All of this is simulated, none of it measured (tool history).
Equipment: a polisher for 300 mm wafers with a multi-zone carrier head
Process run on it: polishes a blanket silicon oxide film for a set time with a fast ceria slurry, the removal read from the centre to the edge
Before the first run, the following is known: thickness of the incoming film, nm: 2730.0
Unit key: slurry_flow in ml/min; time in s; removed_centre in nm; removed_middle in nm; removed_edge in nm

{"run": 1, "hour": 0.0, "slurry_flow": 320, "centre_zone": 1, "middle_zone": 1, "edge_zone": 1, "time": 33, "removed_centre": 373.08, "removed_middle": 382.91, "removed_edge": 385.88}
{"run": 2, "hour": 3.9, "slurry_flow": 315, "centre_zone": 1.02, "middle_zone": 0.97, "edge_zone": 0.97, "time": 33, "removed_centre": 377.85, "removed_middle": 373.94, "removed_edge": 369.26}
{"run": 3, "hour": 9.8, "slurry_flow": 315, "centre_zone": 1.02, "middle_zone": 1.01, "edge_zone": 0.97, "time": 33, "removed_centre": 382.8, "removed_middle": 380.25, "removed_edge": 367.98}
{"run": 4, "hour": 12.6, "slurry_flow": 305, "centre_zone": 1.04, "middle_zone": 0.97, "edge_zone": 0.96, "time": 33, "removed_centre": 387.24, "removed_middle": 373.49, "removed_edge": 371.67}
{"run": 5, "hour": 21.4, "slurry_flow": 305, "centre_zone": 1.04, "middle_zone": 1.02, "edge_zone": 0.96, "time": 33, "removed_centre": 386.07, "removed_middle": 381.87, "removed_edge": 371.57}
{"run": 6, "hour": 23.2, "slurry_flow": 305, "centre_zone": 1.04, "middle_zone": 1.1, "edge_zone": 0.96, "time": 33, "removed_centre": 392.81, "removed_middle": 406.89, "removed_edge": 375.08}
{"run": 7, "hour": 28.4, "slurry_flow": 300, "centre_zone": 1.06, "middle_zone": 1.05, "edge_zone": 0.95, "time": 33, "removed_centre": 393.27, "removed_middle": 390.03, "removed_edge": 363.42}

What will run 8 give?
{"run": 8, "hour": 31.7, "slurry_flow": 295, "centre_zone": 1.08, "middle_zone": 1.01, "edge_zone": 0.95, "time": 33, "removed_centre": "?", "removed_middle": "?", "removed_edge": "?"}

Run 8 measured removed_centre 394.9 nm, removed_middle 380.36 nm, removed_edge 368.64 nm.

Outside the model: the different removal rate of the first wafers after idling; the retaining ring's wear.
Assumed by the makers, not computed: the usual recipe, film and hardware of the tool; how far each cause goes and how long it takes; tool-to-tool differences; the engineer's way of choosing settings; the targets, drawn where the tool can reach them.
